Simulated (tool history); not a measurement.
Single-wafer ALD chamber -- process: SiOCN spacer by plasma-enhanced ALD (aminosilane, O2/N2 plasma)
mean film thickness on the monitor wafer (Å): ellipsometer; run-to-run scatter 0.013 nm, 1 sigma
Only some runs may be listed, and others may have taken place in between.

| run | day | heater temperature setpoint (°C) | number of ALD cycles (cycles) | mean film thickness on the monitor wafer (Å) |
|---|---|---|---|---|
| 1 | 0.000 | 400 | 77 | 44.485 |
| 2 | 0.288 | 410 | 77 | 43.255 |
| 3 | 0.383 | 411 | 76 | 42.336 |
| 4 | 0.479 | 411 | 67 | 37.504 |
| 5 | 0.700 | 407 | 67 | 38.070 |
| 6 | 0.854 | 407 | 62 | 35.101 |

The next listed run, before its measurement:
| 7 | 0.992 | 406 | 63 | ? |

{"run 7": {"mean film thickness on the monitor wafer (Å)": 35.596}}
